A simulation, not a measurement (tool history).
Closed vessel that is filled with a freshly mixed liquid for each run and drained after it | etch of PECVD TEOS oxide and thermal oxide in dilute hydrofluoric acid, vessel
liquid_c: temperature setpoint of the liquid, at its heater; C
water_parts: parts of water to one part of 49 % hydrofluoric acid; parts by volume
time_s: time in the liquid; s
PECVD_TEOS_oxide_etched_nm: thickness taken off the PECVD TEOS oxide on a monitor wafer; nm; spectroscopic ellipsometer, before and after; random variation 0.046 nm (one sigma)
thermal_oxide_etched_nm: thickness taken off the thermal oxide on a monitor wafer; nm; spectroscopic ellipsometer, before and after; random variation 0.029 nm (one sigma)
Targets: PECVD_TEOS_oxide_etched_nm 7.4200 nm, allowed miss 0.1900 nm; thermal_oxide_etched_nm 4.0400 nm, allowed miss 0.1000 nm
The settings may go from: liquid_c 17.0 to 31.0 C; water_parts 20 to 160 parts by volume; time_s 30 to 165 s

run    day  liquid_c  water_parts  time_s  PECVD_TEOS_oxide_etched_nm  thermal_oxide_etched_nm
  1  0.000      23.0           90      85                      8.8557                   4.8079
  2  0.112      23.0           90     105                     10.8920                   5.9695
  3  0.217      22.5           90     105                     10.6550                   5.8711
  4  0.392      22.0           90     105                     10.3660                   5.6825
  5  0.733      21.5           90     105                     10.2670                   5.5950
  6  0.979      19.0           90     105                      9.1855                   4.9589
  7  1.050      18.0           95     105                      8.3757                   4.5601
  8  1.100      17.5          100     105                      7.7589                   4.2600
  9  1.454      17.0          105     105                      7.1638                   3.9370

Which of these 4 next moves meets every target?
  A  1.808      18.0          115     115                           ?                        ?
  B  1.808      26.0          160     115                           ?                        ?
  C  1.808      18.0          105     100                           ?                        ?
  D  1.808      19.5          125     110                           ?                        ?

move  PECVD_TEOS_oxide_etched_nm  thermal_oxide_etched_nm
   A                      7.4046                   4.0649
   B                      6.9345                   3.8069
   C                      7.1264                   3.9122
   D                      6.8571                   3.7644
A: meets every target
B: further off than the last run
C: further off than the last run
D: further off than the last run
The right move is A.
